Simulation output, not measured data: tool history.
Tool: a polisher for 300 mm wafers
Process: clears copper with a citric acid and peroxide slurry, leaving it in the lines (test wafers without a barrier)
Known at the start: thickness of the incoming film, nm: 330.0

run	hour	flow of slurry (ml/min)	pressure of the wafer on the pad (psi)	speed of the pad under the wafer (m/s)	abrasive content of the slurry	overpolish time after the end point (s)	time until the end point was called (s)	dishing of a wide line in a test structure (Å)
1	0	155	3.1	1	1	11	161.47	177.98
2	4.4	155	3.1	1.2	1	11	136.33	205.8
3	12.5	155	3.1	1.2	1.1	11	126.75	206.42
4	13.7	155	2.9	1.1	1.1	10	147.91	164.94
5	18.7	155	2.9	1.1	1.1	8	150.73	135.66
6	20	155	2.9	1.1	1.1	4	151.16	72.623
7	21.9	155	2.7	1.02	1.1	4	166.3	64.499
8	27.2	150	2.5	0.94	1.05	5	201.93	65.317
9	31.1	150	2.5	0.94	1.05	5	203.93	66.869
10	31.9	150	2.4	0.9	1.05	5	220.93	61.397
11	40.1	135	1.5	0.62	1	9	480.8	47.944

The next listed run, before its measurement:
12	42	145	1.6	0.62	1	8	?	?

Run 12 gave time until the end point was called (s) 462.29, dishing of a wide line in a test structure (Å) 47.354.

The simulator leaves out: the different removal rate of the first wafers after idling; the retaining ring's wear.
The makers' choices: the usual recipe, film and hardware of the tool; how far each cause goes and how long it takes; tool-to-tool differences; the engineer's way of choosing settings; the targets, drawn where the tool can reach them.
